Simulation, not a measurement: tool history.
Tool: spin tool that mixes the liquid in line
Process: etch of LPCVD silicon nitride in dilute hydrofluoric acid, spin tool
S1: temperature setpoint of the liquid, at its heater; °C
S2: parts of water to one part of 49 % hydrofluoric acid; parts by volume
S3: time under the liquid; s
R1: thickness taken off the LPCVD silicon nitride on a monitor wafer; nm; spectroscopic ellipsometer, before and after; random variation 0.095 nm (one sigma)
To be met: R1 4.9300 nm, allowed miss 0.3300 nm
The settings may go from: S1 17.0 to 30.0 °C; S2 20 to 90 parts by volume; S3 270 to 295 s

run 1 hour=0.0 | S1=22.0 S2=50 S3=270 | R1=2.2601
run 2 hour=3.6 | S1=22.0 S2=55 S3=270 | R1=2.1698
run 3 hour=12.5 | S1=22.0 S2=60 S3=270 | R1=1.9088
run 4 hour=13.3 | S1=22.0 S2=60 S3=295 | R1=2.0637
run 5 hour=18.2 | S1=24.0 S2=55 S3=295 | R1=2.6223
run 6 hour=26.1 | S1=24.0 S2=55 S3=295 | R1=2.5563
run 7 hour=32.8 | S1=25.5 S2=50 S3=295 | R1=3.1375
run 8 hour=40.0 | S1=26.5 S2=45 S3=295 | R1=3.7941
run 9 hour=49.0 | S1=27.5 S2=45 S3=295 | R1=4.1024
run 10 hour=53.5 | S1=28.0 S2=45 S3=295 | R1=4.1927
run 11 hour=61.0 | S1=30.0 S2=40 S3=295 | R1=5.3491
run 12 hour=66.4 | S1=30.0 S2=40 S3=295 | R1=5.3641
run 13 hour=68.4 | S1=30.0 S2=40 S3=295 | R1=5.4346

4 next moves are on the table. One of them brings every result within its allowed miss. Which?
run A hour=70.4 | S1=28.5 S2=40 S3=295 | R1=?
run B hour=70.4 | S1=29.5 S2=35 S3=295 | R1=?
run C hour=70.4 | S1=26.0 S2=25 S3=270 | R1=?
run D hour=70.4 | S1=28.0 S2=30 S3=270 | R1=?

move=A R1=4.8809
move=B R1=5.9391
move=C R1=5.9735
move=D R1=5.7237
A: meets every target
B: further off than the last run
C: further off than the last run
D: further off than the last run
The right move is A.
